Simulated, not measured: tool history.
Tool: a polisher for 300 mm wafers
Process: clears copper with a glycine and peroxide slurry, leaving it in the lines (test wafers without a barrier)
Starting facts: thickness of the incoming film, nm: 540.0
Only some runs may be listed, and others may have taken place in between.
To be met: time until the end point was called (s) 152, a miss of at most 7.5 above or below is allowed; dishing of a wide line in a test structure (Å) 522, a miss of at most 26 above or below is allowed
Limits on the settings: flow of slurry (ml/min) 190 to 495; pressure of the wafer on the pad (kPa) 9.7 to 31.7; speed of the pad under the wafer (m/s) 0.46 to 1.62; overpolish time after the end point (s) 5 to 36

run  hour  flow of slurry (ml/min)  pressure of the wafer on the pad (kPa)  speed of the pad under the wafer (m/s)  overpolish time after the end point (s)  time until the end point was called (s)  dishing of a wide line in a test structure (Å)
  1     0                      320                                    20.7                                    1.04                                       18                                   109.78                                          556.48
  2   7.2                      320                                    18.6                                    1.02                                       19                                   122.26                                           530.2
  3  11.7                      385                                    18.6                                    1.02                                       19                                   118.23                                          544.89
  4    19                      385                                    18.6                                    1.02                                       15                                    113.5                                          456.22
  5  23.1                      385                                    18.6                                     0.9                                       15                                   129.63                                          414.95
  6  30.6                      375                                    17.9                                     0.9                                       17                                   134.95                                          438.55
  7  37.9                      365                                    17.9                                     0.9                                       18                                   137.48                                          483.76
  8  45.2                      305                                    15.9                                    0.88                                       21                                   153.45                                           473.7

Which single option among these 5 for the next run brings every result within its allowed miss of target? Just one does.
  A  52.5                      375                                    13.8                                     1.2                                       21                                        ?                                               ?
  B  52.5                      325                                    17.9                                    0.78                                       20                                        ?                                               ?
  C  52.5                      285                                    15.9                                    0.92                                       20                                        ?                                               ?
  D  52.5                      265                                    15.2                                    0.98                                       17                                        ?                                               ?
  E  52.5                      255                                    15.9                                    0.94                                       23                                        ?                                               ?

move  time until the end point was called (s)  dishing of a wide line in a test structure (Å)
   A                                   134.54                                          526.03
   B                                   155.51                                          460.18
   C                                   152.43                                          463.65
   D                                   151.43                                          404.87
   E                                    151.8                                          521.75
A: meets the target for the result that was furthest off, but another lies outside its allowed miss
B: its largest miss is bigger than the last run's
C: its largest miss is bigger than the last run's
D: its largest miss is bigger than the last run's
E: each result inside its tolerance
E meets every target.
